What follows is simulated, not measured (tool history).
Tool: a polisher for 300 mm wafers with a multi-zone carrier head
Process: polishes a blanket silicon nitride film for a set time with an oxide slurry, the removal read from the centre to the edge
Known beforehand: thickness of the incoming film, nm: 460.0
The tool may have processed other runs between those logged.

| run | hour | flow of slurry (ml/min) | pressure of the head's centre zone | pressure of the head's middle zone | pressure of the head's edge zone | abrasive content of the slurry | polishing time (s) | film removed at the wafer's centre (nm) | film removed at mid-radius (nm) | film removed at the wafer's edge (nm) |
|---|---|---|---|---|---|---|---|---|---|---|
| 1 | 0.0 | 120 | 1.00 | 1.00 | 1.00 | 1.00 | 84 | 69.725 | 71.128 | 67.943 |
| 2 | 8.7 | 110 | 0.95 | 0.97 | 1.05 | 0.90 | 78 | 55.973 | 58.566 | 59.671 |
| 3 | 9.5 | 100 | 0.92 | 0.95 | 1.08 | 0.80 | 76 | 47.170 | 50.973 | 53.339 |
| 4 | 14.1 | 95 | 0.89 | 0.92 | 1.11 | 0.75 | 76 | 43.387 | 46.427 | 50.718 |
| 5 | 18.3 | 95 | 0.96 | 0.92 | 1.11 | 0.75 | 76 | 45.966 | 46.529 | 50.919 |
| 6 | 23.9 | 95 | 0.96 | 0.84 | 1.11 | 0.75 | 76 | 46.281 | 44.261 | 51.127 |
| 7 | 24.7 | 70 | 0.86 | 0.85 | 1.19 | 0.50 | 69 | 21.702 | 23.700 | 29.816 |
| 8 | 27.9 | 80 | 0.85 | 0.86 | 1.19 | 0.55 | 70 | 26.299 | 28.425 | 34.835 |
| 9 | 28.5 | 80 | 0.84 | 0.87 | 1.19 | 0.60 | 71 | 28.938 | 32.553 | 38.926 |

Estimate the outcome of run 10 from the log above:
| 10 | 33.1 | 80 | 0.83 | 0.86 | 1.19 | 0.60 | 71 | ? | ? | ? |

{"run 10": {"film removed at the wafer's centre (nm)": 28.481, "film removed at mid-radius (nm)": 32.441, "film removed at the wafer's edge (nm)": 38.738}}

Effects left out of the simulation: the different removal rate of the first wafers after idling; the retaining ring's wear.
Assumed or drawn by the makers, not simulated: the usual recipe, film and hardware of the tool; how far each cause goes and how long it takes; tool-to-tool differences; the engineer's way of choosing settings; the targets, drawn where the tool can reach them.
